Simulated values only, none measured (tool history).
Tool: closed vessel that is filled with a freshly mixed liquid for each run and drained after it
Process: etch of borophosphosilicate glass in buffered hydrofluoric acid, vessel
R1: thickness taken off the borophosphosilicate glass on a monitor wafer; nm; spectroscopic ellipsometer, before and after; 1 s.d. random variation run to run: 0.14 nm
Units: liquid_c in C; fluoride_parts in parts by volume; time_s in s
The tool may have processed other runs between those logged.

{"run": 1, "hour": 0.0, "liquid_c": 21.0, "fluoride_parts": 18.5, "time_s": 30, "R1": 40.375}
{"run": 2, "hour": 0.9, "liquid_c": 24.5, "fluoride_parts": 18.5, "time_s": 30, "R1": 48.802}
{"run": 3, "hour": 7.1, "liquid_c": 23.0, "fluoride_parts": 19.0, "time_s": 30, "R1": 43.893}
{"run": 4, "hour": 12.2, "liquid_c": 25.0, "fluoride_parts": 19.0, "time_s": 30, "R1": 48.939}
{"run": 5, "hour": 16.5, "liquid_c": 25.0, "fluoride_parts": 19.0, "time_s": 30, "R1": 49.11}
{"run": 6, "hour": 20.2, "liquid_c": 25.0, "fluoride_parts": 19.0, "time_s": 30, "R1": 48.774}

Run 7 is up next; what results do you expect?
{"run": 7, "hour": 25.2, "liquid_c": 23.5, "fluoride_parts": 19.5, "time_s": 30, "R1": "?"}

R1: 43.933 nm
